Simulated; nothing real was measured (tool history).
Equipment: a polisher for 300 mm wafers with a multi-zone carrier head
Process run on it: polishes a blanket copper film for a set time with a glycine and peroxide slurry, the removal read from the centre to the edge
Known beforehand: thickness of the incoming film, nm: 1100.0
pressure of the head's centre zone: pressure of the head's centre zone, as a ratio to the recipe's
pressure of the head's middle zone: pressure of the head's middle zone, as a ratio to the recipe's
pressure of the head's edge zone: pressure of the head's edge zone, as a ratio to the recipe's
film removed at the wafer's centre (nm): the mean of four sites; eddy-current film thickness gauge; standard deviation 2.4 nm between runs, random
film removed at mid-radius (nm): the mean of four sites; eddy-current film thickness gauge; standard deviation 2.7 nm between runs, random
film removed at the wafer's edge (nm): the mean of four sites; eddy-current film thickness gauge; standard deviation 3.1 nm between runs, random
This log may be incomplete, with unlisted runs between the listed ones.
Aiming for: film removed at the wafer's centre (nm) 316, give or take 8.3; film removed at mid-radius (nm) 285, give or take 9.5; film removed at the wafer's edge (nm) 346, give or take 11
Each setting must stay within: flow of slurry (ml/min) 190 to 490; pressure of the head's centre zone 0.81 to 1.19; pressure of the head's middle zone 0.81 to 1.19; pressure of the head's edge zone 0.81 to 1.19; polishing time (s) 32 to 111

run	hour	flow of slurry (ml/min)	pressure of the head's centre zone	pressure of the head's middle zone	pressure of the head's edge zone	polishing time (s)	film removed at the wafer's centre (nm)	film removed at mid-radius (nm)	film removed at the wafer's edge (nm)
1	0	315	1	1	1	71	477.3	480.47	468
2	6	310	0.99	0.98	1.01	68	453.02	443.97	448.75
3	8.4	310	0.99	0.98	1.01	84	550.42	556.95	563.95
4	13.2	305	0.98	0.96	1.01	80	518.88	513.66	537.9
5	13.7	305	0.94	0.96	1.01	80	507.97	508.22	529.72
6	15.2	365	0.94	0.96	1.01	80	503.79	516.27	543.17
7	20.4	360	0.93	0.94	1.01	77	481.41	489.22	521.1
8	28.9	350	0.92	0.93	1.01	74	456.8	465.05	502.2
9	35.9	305	0.93	0.83	0.99	54	332.98	309.76	357.28
10	37	300	0.93	0.83	1	54	332.37	309.04	360.73
11	42.9	295	0.93	0.83	1	54	334.95	312.24	362.29
12	47.9	295	0.93	0.83	1.01	53	324.84	303.47	352.81
13	53.5	290	0.93	0.83	1.02	53	330.46	302.34	353.53
14	59.8	285	0.93	0.83	1.02	53	327.65	306.44	351.33
15	68.5	295	0.93	0.83	1.02	53	321.32	303.84	357.71
16	74.5	290	0.93	0.83	1.02	53	325.84	299.57	349.12
17	77.9	290	0.93	0.83	1.03	53	328.39	301.16	353.75
18	81.8	285	0.93	0.83	1.03	53	324.95	299.69	355.49
19	90.4	280	0.93	0.83	1.03	53	325.87	296.94	351.15
20	96.8	275	0.93	0.83	1.03	53	325.32	302.11	354.13
21	103.9	275	0.93	0.83	1.03	53	324.34	300.29	355.46

5 candidate next runs follow, results not yet known. Just one meets every target within its allowed miss. Identify it.
A	111	335	0.99	0.9	0.99	52	?	?	?
B	111	265	0.91	0.88	1.04	54	?	?	?
C	111	245	0.91	0.81	1.15	52	?	?	?
D	111	325	1.02	0.89	0.99	50	?	?	?
E	111	280	0.96	0.84	1.12	50	?	?	?

move	film removed at the wafer's centre (nm)	film removed at mid-radius (nm)	film removed at the wafer's edge (nm)
A	342.85	317.37	349.32
B	323.53	319.22	366.69
C	309.78	285.8	368.18
D	338.56	301.78	335.49
E	316.31	285.3	351.81
A: misses by more than the last run did
B: misses by more than the last run did
C: the worst result of the last run now meets its target, but another is out of spec
D: misses by more than the last run did
E: hits every target within its allowed miss
E meets every target.
